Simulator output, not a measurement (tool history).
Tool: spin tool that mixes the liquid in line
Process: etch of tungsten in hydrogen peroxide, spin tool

run    day  temperature setpoint of the liquid (°C)  concentration of hydrogen peroxide in the mixed liquid (% by weight)  time under the liquid (s)  thickness taken off the tungsten on a monitor wafer (Å)
  1      0                                       54                                                                  24.5                         15                                                   361.66
  2  0.038                                     51.5                                                                  24.5                         15                                                   315.98
  3  0.125                                     51.5                                                                  28.5                         15                                                    341.6
  4  0.367                                     51.5                                                                    24                         15                                                   315.09
  5  0.496                                       53                                                                    24                         15                                                   339.56
  6  0.675                                       54                                                                    24                         15                                                   362.34
  7  0.783                                       55                                                                    24                         15                                                   388.02
  8  1.096                                     55.5                                                                    24                         15                                                   394.39
  9  1.296                                       56                                                                    24                         15                                                   400.45
 10  1.646                                     56.5                                                                    24                         15                                                   423.32

Forecast run 11:
 11  1.779                                       57                                                                    24                         15                                                        ?

Run 11 gave thickness taken off the tungsten on a monitor wafer (Å) 438.2.
